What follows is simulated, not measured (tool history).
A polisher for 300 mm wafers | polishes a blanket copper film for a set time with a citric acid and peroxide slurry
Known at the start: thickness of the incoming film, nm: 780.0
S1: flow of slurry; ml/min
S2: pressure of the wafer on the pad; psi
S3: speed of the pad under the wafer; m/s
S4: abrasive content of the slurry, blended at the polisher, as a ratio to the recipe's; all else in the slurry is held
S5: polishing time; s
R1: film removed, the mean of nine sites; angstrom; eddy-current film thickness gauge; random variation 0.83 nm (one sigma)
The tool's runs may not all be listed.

Run 1, hour 0: S1 125 ml/min, S2 2.4 psi, S3 1.04 m/s, S4 1, S5 48 s. Result: R1 832.84 angstrom.
Run 2, hour 1.2: S1 120 ml/min, S2 2.3 psi, S3 1.04 m/s, S4 1, S5 48 s. Result: R1 786.16 angstrom.
Run 3, hour 3.7: S1 120 ml/min, S2 2.3 psi, S3 1.04 m/s, S4 0.85, S5 48 s. Result: R1 757.72 angstrom.
Run 4, hour 11.2: S1 120 ml/min, S2 2.3 psi, S3 1.04 m/s, S4 0.75, S5 48 s. Result: R1 729.17 angstrom.
Run 5, hour 16.9: S1 115 ml/min, S2 2.3 psi, S3 1.04 m/s, S4 0.75, S5 48 s. Result: R1 721.66 angstrom.
Run 6, hour 25.9: S1 115 ml/min, S2 1.7 psi, S3 1.04 m/s, S4 0.75, S5 48 s. Result: R1 528.8 angstrom.
Run 7, hour 34.6: S1 135 ml/min, S2 2.1 psi, S3 1.06 m/s, S4 0.75, S5 48 s. Result: R1 697.72 angstrom.
Run 8, hour 38.2: S1 130 ml/min, S2 2.1 psi, S3 1.06 m/s, S4 0.75, S5 48 s. Result: R1 691.2 angstrom.

The next listed run, before its measurement:
Run 9, hour 43.5: S1 125 ml/min, S2 2.1 psi, S3 1.06 m/s, S4 0.75, S5 48 s. Result: R1 ?.

R1: 691.51 angstrom

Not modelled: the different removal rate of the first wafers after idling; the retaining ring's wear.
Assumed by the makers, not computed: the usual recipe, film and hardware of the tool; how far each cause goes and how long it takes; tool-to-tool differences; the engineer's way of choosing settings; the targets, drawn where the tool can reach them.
